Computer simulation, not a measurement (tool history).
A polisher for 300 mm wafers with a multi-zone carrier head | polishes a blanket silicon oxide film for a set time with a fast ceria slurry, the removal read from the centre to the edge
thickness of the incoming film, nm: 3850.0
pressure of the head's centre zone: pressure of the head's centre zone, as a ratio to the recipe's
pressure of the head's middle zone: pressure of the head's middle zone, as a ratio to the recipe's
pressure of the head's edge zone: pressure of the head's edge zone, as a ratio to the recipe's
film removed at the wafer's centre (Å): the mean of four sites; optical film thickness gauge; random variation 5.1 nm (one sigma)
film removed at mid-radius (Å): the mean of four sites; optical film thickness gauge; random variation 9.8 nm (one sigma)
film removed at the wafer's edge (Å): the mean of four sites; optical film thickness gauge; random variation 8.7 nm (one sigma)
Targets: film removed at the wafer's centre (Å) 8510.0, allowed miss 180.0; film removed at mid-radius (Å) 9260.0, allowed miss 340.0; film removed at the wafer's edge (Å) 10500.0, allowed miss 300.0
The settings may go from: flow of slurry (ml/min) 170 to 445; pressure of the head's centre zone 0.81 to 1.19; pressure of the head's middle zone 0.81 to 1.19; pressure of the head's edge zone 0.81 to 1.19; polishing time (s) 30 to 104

run	hour	flow of slurry (ml/min)	pressure of the head's centre zone	pressure of the head's middle zone	pressure of the head's edge zone	polishing time (s)	film removed at the wafer's centre (Å)	film removed at mid-radius (Å)	film removed at the wafer's edge (Å)
1	0.0	285	1.00	1.00	1.00	67	12234.0	12308.0	12301.0
2	1.1	275	0.97	0.98	1.00	66	11533.0	11587.0	12245.0
3	7.8	275	0.97	0.98	1.00	72	12681.0	12756.0	13216.0
4	10.6	265	0.95	0.97	0.98	70	11900.0	12104.0	12602.0
5	13.9	265	0.95	1.04	0.98	70	11918.0	13224.0	12564.0
6	19.3	265	0.92	1.04	0.98	70	11510.0	13194.0	12491.0
7	26.0	255	0.90	1.02	0.97	69	11041.0	12504.0	12404.0
8	33.8	250	0.89	1.00	0.96	68	10722.0	12073.0	12112.0
9	42.7	245	0.88	0.98	0.95	67	10585.0	11668.0	12070.0
10	45.8	240	0.87	0.97	0.94	65	9973.7	11065.0	11402.0
11	48.7	235	0.86	0.96	0.94	64	9729.6	11035.0	11104.0
12	49.8	220	0.81	0.86	1.04	57	8018.5	8931.7	10417.0
13	58.7	230	0.81	0.86	1.04	57	8201.3	8863.5	10477.0
14	62.2	235	0.81	0.87	1.04	57	8143.7	9035.2	10434.0
15	69.1	240	0.81	0.87	1.04	57	8075.1	9014.6	10545.0
16	73.2	240	0.81	0.87	1.04	57	8173.1	9106.1	10568.0

5 next moves are on the table. One of them brings every result within its allowed miss. Which?
A	77.3	230	0.90	1.02	0.87	57	?	?	?
B	77.3	245	0.82	0.90	1.05	56	?	?	?
C	77.3	305	0.83	0.81	1.02	56	?	?	?
D	77.3	245	0.86	0.91	1.07	56	?	?	?
E	77.3	240	0.93	0.86	0.97	55	?	?	?

move	film removed at the wafer's centre (Å)	film removed at mid-radius (Å)	film removed at the wafer's edge (Å)
A	8929.5	10347.0	9583.5
B	8058.8	9235.8	10376.0
C	8391.6	8693.8	10448.0
D	8456.2	9318.7	10473.0
E	8955.9	8707.6	9790.9
A: takes the result that was furthest off past its target
B: further off than the last run
C: brings the result that was furthest off to its target, and leaves another outside
D: meets every target
E: takes the result that was furthest off past its target
Answer: D
